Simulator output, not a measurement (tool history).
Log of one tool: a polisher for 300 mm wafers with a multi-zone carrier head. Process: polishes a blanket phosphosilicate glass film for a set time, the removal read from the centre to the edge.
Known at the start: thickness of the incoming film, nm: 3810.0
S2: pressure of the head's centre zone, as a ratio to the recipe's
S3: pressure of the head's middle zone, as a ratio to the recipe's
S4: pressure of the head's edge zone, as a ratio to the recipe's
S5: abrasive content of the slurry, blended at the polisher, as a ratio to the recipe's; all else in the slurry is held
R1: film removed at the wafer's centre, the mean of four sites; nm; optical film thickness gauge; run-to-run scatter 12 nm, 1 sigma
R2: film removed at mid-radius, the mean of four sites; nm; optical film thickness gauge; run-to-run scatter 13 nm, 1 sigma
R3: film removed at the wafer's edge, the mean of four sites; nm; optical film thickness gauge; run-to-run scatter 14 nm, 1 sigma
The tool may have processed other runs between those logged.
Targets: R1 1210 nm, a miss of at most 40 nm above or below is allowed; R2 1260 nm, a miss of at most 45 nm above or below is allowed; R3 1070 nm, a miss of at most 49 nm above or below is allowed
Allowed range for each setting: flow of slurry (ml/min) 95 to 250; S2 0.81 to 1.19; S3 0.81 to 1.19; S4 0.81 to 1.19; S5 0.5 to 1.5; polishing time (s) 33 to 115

{"run": 1, "hour": 0.0, "flow of slurry (ml/min)": 160, "S2": 1, "S3": 1, "S4": 1, "S5": 1, "polishing time (s)": 73, "R1": 841.86, "R2": 825.35, "R3": 860.93}
{"run": 2, "hour": 7.7, "flow of slurry (ml/min)": 160, "S2": 1, "S3": 1, "S4": 1, "S5": 1.2, "polishing time (s)": 73, "R1": 937.36, "R2": 916.13, "R3": 927.47}
{"run": 3, "hour": 14.1, "flow of slurry (ml/min)": 160, "S2": 1.04, "S3": 1, "S4": 1, "S5": 1.2, "polishing time (s)": 73, "R1": 981.89, "R2": 914.53, "R3": 924.72}
{"run": 4, "hour": 20.7, "flow of slurry (ml/min)": 165, "S2": 1.05, "S3": 1.03, "S4": 1.01, "S5": 1.25, "polishing time (s)": 73, "R1": 1022.9, "R2": 984.66, "R3": 972.26}
{"run": 5, "hour": 29.2, "flow of slurry (ml/min)": 165, "S2": 1.05, "S3": 1.03, "S4": 0.97, "S5": 1.25, "polishing time (s)": 73, "R1": 1013.4, "R2": 966.03, "R3": 936.25}
{"run": 6, "hour": 37.6, "flow of slurry (ml/min)": 165, "S2": 1.05, "S3": 1.03, "S4": 0.97, "S5": 1.25, "polishing time (s)": 63, "R1": 879.26, "R2": 835.73, "R3": 817.93}
{"hour": 43.8, "done": "worn pad replaced by a new one"}
{"run": 7, "hour": 43.8, "flow of slurry (ml/min)": 210, "S2": 1.1, "S3": 1.13, "S4": 1.02, "S5": 1.5, "polishing time (s)": 72, "R1": 1290.3, "R2": 1261.7, "R3": 1126.4}
{"run": 8, "hour": 51.9, "flow of slurry (ml/min)": 205, "S2": 1.1, "S3": 1.13, "S4": 1.01, "S5": 1.5, "polishing time (s)": 72, "R1": 1278.2, "R2": 1263.8, "R3": 1167.2}
{"run": 9, "hour": 60.1, "flow of slurry (ml/min)": 210, "S2": 1.1, "S3": 1.13, "S4": 1, "S5": 1.5, "polishing time (s)": 72, "R1": 1268.7, "R2": 1249.3, "R3": 1140.9}
{"run": 10, "hour": 67.3, "flow of slurry (ml/min)": 210, "S2": 1.1, "S3": 1.14, "S4": 0.98, "S5": 1.5, "polishing time (s)": 72, "R1": 1299.9, "R2": 1256.4, "R3": 1114.3}

4 next moves are on the table. One of them brings every result within its allowed miss. Which?
{"run": "A", "hour": 74.5, "flow of slurry (ml/min)": 245, "S2": 1.08, "S3": 1.16, "S4": 0.95, "S5": 1.3, "polishing time (s)": 68, "R1": "?", "R2": "?", "R3": "?"}
{"run": "B", "hour": 74.5, "flow of slurry (ml/min)": 195, "S2": 1.09, "S3": 1.19, "S4": 0.97, "S5": 1.5, "polishing time (s)": 70, "R1": "?", "R2": "?", "R3": "?"}
{"run": "C", "hour": 74.5, "flow of slurry (ml/min)": 235, "S2": 1, "S3": 1.19, "S4": 0.98, "S5": 1.5, "polishing time (s)": 68, "R1": "?", "R2": "?", "R3": "?"}
{"run": "D", "hour": 74.5, "flow of slurry (ml/min)": 225, "S2": 1.15, "S3": 1.19, "S4": 0.87, "S5": 1.4, "polishing time (s)": 66, "R1": "?", "R2": "?", "R3": "?"}

move=A R1=1139.5 R2=1156.6 R3=1006.9
move=B R1=1221.7 R2=1257.6 R3=1091.7
move=C R1=1118.8 R2=1253.1 R3=1085.6
move=D R1=1206.1 R2=1173.4 R3=963.79
A: takes the result that was furthest off past its target
B: every result lands within tolerance
C: takes the result that was furthest off past its target
D: brings the last run's worst result on target, with another outside its allowed miss
B is the move that brings every result within its allowed miss.
